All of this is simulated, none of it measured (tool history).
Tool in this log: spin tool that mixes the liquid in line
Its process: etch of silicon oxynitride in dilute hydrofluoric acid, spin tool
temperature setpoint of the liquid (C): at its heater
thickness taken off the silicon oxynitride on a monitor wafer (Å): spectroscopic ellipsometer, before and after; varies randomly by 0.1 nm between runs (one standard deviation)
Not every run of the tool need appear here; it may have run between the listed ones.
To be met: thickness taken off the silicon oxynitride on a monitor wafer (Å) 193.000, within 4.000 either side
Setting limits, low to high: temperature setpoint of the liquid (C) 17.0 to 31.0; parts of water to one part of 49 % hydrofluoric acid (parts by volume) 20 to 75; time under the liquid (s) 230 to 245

run  hour  temperature setpoint of the liquid (C)  parts of water to one part of 49 % hydrofluoric acid (parts by volume)  time under the liquid (s)  thickness taken off the silicon oxynitride on a monitor wafer (Å)
  1   0.0                                    23.0                                                                      45                        230                                                             78.739
  2   4.3                                    23.0                                                                      45                        245                                                             83.657
  3  12.2                                    23.0                                                                      40                        245                                                             93.786
  4  16.3                                    24.0                                                                      40                        245                                                             99.469
  5  17.2                                    25.0                                                                      40                        245                                                            103.710
  6  21.0                                    25.0                                                                      50                        245                                                             82.773
  7  27.5                                    25.5                                                                      45                        245                                                             93.641
  8  29.4                                    26.0                                                                      40                        245                                                            108.630
  9  36.4                                    26.5                                                                      40                        245                                                            111.390
 10  44.3                                    27.0                                                                      40                        245                                                            115.850
 11  50.6                                    27.5                                                                      40                        245                                                            116.550
 12  54.7                                    28.0                                                                      40                        245                                                            120.210
 13  56.4                                    31.0                                                                      25                        245                                                            223.930
 14  61.3                                    30.5                                                                      25                        245                                                            219.080
 15  68.6                                    30.0                                                                      25                        245                                                            214.300
 16  74.7                                    29.0                                                                      25                        245                                                            205.090
 17  78.7                                    28.5                                                                      25                        245                                                            200.410

Exercise: of the 4 proposed moves below, exactly one satisfies all targets within the stated allowed misses. Which move is it?
  A  82.7                                    27.0                                                                      25                        240                                                                  ?
  B  82.7                                    29.0                                                                      25                        230                                                                  ?
  C  82.7                                    28.0                                                                      25                        230                                                                  ?
  D  82.7                                    28.0                                                                      25                        235                                                                  ?

move  thickness taken off the silicon oxynitride on a monitor wafer (Å)
   A                                                            181.210
   B                                                            191.260
   C                                                            182.280
   D                                                            186.240
A: pushes the last run's worst result past its target
B: in spec on every target
C: pushes the last run's worst result past its target
D: pushes the last run's worst result past its target
The right move is B.
